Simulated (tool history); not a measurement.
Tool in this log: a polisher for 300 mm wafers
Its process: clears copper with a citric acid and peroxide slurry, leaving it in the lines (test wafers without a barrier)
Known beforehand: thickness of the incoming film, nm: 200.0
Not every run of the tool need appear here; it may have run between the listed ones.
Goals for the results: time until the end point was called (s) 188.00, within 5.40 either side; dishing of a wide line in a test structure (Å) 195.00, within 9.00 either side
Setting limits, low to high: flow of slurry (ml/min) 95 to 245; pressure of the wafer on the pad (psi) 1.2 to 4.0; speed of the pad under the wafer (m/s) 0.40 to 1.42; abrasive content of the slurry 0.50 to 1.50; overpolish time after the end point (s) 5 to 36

run  hour  flow of slurry (ml/min)  pressure of the wafer on the pad (psi)  speed of the pad under the wafer (m/s)  abrasive content of the slurry  overpolish time after the end point (s)  time until the end point was called (s)  dishing of a wide line in a test structure (Å)
  1   0.0                      155                                     2.6                                    0.90                            1.00                                       18                                   105.89                                          228.54
  2   4.0                      150                                     2.3                                    0.90                            1.00                                       19                                   114.78                                          218.05
  3  12.7                      150                                     1.9                                    0.90                            1.00                                       19                                   131.09                                          202.34
  4  15.4                      145                                     1.8                                    0.88                            1.00                                       20                                   139.42                                          202.57
  5  24.0                      145                                     1.8                                    0.88                            1.15                                       20                                   136.86                                          201.89
  6  29.8                      145                                     1.3                                    0.88                            1.15                                       20                                   163.10                                          169.45
  7  30.8                      135                                     1.3                                    0.86                            1.15                                       21                                   165.95                                          171.92
  8  36.0                      125                                     1.2                                    0.76                            1.15                                       27                                   194.90                                          187.46
  9  41.5                      130                                     1.2                                    0.76                            1.15                                       27                                   193.86                                          183.92

Which of these 5 next moves meets every target?
  A  47.0                      155                                     1.2                                    0.68                            1.15                                       30                                        ?                                               ?
  B  47.0                      135                                     2.4                                    0.48                            1.10                                       22                                        ?                                               ?
  C  47.0                      110                                     1.3                                    0.78                            1.30                                       23                                        ?                                               ?
  D  47.0                      110                                     1.4                                    0.72                            1.10                                       28                                        ?                                               ?
  E  47.0                      140                                     1.3                                    0.76                            1.00                                       28                                        ?                                               ?

move  time until the end point was called (s)  dishing of a wide line in a test structure (Å)
   A                                   208.97                                          192.98
   B                                   196.20                                          156.12
   C                                   187.87                                          167.42
   D                                   199.86                                          189.26
   E                                   190.73                                          196.98
A: the worst result of the last run now meets its target, but another is out of spec
B: lands further from the targets than the last run did
C: lands further from the targets than the last run did
D: the worst result of the last run now meets its target, but another is out of spec
E: all results in spec
Correct choice: E, which meets every target
